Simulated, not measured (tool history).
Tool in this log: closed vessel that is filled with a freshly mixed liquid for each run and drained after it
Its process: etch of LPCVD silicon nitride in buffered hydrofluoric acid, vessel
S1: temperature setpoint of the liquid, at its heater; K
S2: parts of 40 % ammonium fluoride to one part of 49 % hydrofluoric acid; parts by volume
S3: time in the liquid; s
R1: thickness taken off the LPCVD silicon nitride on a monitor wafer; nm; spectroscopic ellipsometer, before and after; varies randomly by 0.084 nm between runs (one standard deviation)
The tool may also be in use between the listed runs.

Run 1, hour 0: S1 298.15 K, S2 13 parts by volume, S3 1015 s. Result: R1 11.583 nm.
Run 2, hour 3: S1 296.15 K, S2 13 parts by volume, S3 1015 s. Result: R1 10.38 nm.
Run 3, hour 8.8: S1 298.65 K, S2 12.5 parts by volume, S3 1015 s. Result: R1 12.399 nm.
Run 4, hour 10.2: S1 300.65 K, S2 12.5 parts by volume, S3 1015 s. Result: R1 13.792 nm.
Run 5, hour 18.5: S1 302.15 K, S2 12.5 parts by volume, S3 1015 s. Result: R1 15.084 nm.
Run 6, hour 19.8: S1 302.15 K, S2 12.5 parts by volume, S3 1015 s. Result: R1 14.942 nm.
Run 7, hour 24.9: S1 303.15 K, S2 12.5 parts by volume, S3 1015 s. Result: R1 15.788 nm.

The next listed run, before its measurement:
Run 8, hour 28.8: S1 303.65 K, S2 12.5 parts by volume, S3 1015 s. Result: R1 ?.

R1: 16.312 nm
